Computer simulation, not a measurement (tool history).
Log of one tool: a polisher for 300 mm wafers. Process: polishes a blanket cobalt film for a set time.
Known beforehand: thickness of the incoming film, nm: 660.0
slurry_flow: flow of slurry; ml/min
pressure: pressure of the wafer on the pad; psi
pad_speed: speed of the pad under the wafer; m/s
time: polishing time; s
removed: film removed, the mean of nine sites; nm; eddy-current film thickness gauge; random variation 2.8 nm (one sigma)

run  hour  slurry_flow  pressure  pad_speed  time  removed
  1     0          280       1.8       0.94    25   127.41
  2   6.9          280         2       0.96    25   144.65
  3  13.2          280       2.2       0.98    25   159.95
  4    20          280       2.3          1    25    167.8
  5  24.8          280       2.4       1.02    25   178.26
  6  26.4          340       2.4       1.02    25   179.85
  7  29.6          340       2.5       1.04    25   196.27

For run 8, what comes out?
  8  34.1          340       2.6       1.06    25        ?

removed: 205.57 nm

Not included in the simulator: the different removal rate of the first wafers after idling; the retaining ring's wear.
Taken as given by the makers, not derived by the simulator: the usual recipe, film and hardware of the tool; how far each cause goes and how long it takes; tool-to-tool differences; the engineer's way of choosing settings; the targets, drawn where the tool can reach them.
